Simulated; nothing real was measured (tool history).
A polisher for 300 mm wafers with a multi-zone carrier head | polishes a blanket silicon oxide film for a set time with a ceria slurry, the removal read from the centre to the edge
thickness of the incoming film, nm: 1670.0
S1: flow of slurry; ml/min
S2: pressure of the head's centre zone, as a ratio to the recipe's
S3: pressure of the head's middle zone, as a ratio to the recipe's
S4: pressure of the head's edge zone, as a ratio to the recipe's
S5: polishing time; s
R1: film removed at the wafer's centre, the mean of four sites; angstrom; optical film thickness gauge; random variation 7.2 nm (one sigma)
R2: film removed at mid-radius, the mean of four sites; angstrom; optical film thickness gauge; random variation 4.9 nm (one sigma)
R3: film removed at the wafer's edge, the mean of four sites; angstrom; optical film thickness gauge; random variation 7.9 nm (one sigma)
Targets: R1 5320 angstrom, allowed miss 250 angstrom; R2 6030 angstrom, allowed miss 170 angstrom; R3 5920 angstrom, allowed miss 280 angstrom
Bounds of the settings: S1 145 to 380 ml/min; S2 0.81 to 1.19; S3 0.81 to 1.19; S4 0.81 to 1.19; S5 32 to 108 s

{"run": 1, "hour": 0.0, "S1": 245, "S2": 1, "S3": 1, "S4": 1, "S5": 70, "R1": 4513.5, "R2": 4618.7, "R3": 4600.5}
{"run": 2, "hour": 4.5, "S1": 250, "S2": 1, "S3": 1.01, "S4": 1.02, "S5": 72, "R1": 4631.4, "R2": 4762.2, "R3": 4784.7}
{"run": 3, "hour": 11.6, "S1": 250, "S2": 1, "S3": 1.09, "S4": 1.02, "S5": 72, "R1": 4553.9, "R2": 5136.7, "R3": 4779.3}
{"run": 4, "hour": 18.3, "S1": 250, "S2": 1, "S3": 1.13, "S4": 1.02, "S5": 72, "R1": 4551.3, "R2": 5210.3, "R3": 4768.5}
{"run": 5, "hour": 19.7, "S1": 215, "S2": 1, "S3": 1.13, "S4": 1.02, "S5": 72, "R1": 4571.5, "R2": 5107, "R3": 4618.9}
{"run": 6, "hour": 25.7, "S1": 190, "S2": 1, "S3": 1.13, "S4": 1.02, "S5": 72, "R1": 4439, "R2": 5015.9, "R3": 4713.5}
{"run": 7, "hour": 27.3, "S1": 190, "S2": 1, "S3": 1.13, "S4": 1.04, "S5": 74, "R1": 4592.9, "R2": 5264.7, "R3": 4695.5}
{"run": 8, "hour": 28.1, "S1": 210, "S2": 0.99, "S3": 1.12, "S4": 1.03, "S5": 76, "R1": 4743.1, "R2": 5315.2, "R3": 4934.1}
{"run": 9, "hour": 31.9, "S1": 210, "S2": 0.99, "S3": 1.12, "S4": 1.03, "S5": 76, "R1": 4802.5, "R2": 5463.4, "R3": 4970.4}
{"run": 10, "hour": 38.4, "S1": 220, "S2": 0.98, "S3": 1.1, "S4": 1.04, "S5": 77, "R1": 4750.2, "R2": 5462, "R3": 5113.8}
{"run": 11, "hour": 47.3, "S1": 230, "S2": 0.98, "S3": 1.09, "S4": 1.06, "S5": 78, "R1": 4873.5, "R2": 5483.6, "R3": 5319}
{"run": 12, "hour": 54.5, "S1": 240, "S2": 0.99, "S3": 1.1, "S4": 1.07, "S5": 78, "R1": 4979.3, "R2": 5585.4, "R3": 5227}

Which of these 4 next moves meets every target?
{"run": "A", "hour": 61.7, "S1": 245, "S2": 0.86, "S3": 0.93, "S4": 1.16, "S5": 83, "R1": "?", "R2": "?", "R3": "?"}
{"run": "B", "hour": 61.7, "S1": 250, "S2": 1.19, "S3": 1.13, "S4": 1.06, "S5": 69, "R1": "?", "R2": "?", "R3": "?"}
{"run": "C", "hour": 61.7, "S1": 215, "S2": 0.95, "S3": 1.06, "S4": 1.06, "S5": 88, "R1": "?", "R2": "?", "R3": "?"}
{"run": "D", "hour": 61.7, "S1": 165, "S2": 1.04, "S3": 1.17, "S4": 1.05, "S5": 70, "R1": "?", "R2": "?", "R3": "?"}

move=A R1=4582.9 R2=5170.4 R3=5953.9
move=B R1=5305.3 R2=5072.8 R3=4723.3
move=C R1=5286.1 R2=6026.6 R3=5951.1
move=D R1=4425.4 R2=5028.8 R3=4580
A: further off than the last run
B: further off than the last run
C: meets every target
D: further off than the last run
Move C is the one to make.

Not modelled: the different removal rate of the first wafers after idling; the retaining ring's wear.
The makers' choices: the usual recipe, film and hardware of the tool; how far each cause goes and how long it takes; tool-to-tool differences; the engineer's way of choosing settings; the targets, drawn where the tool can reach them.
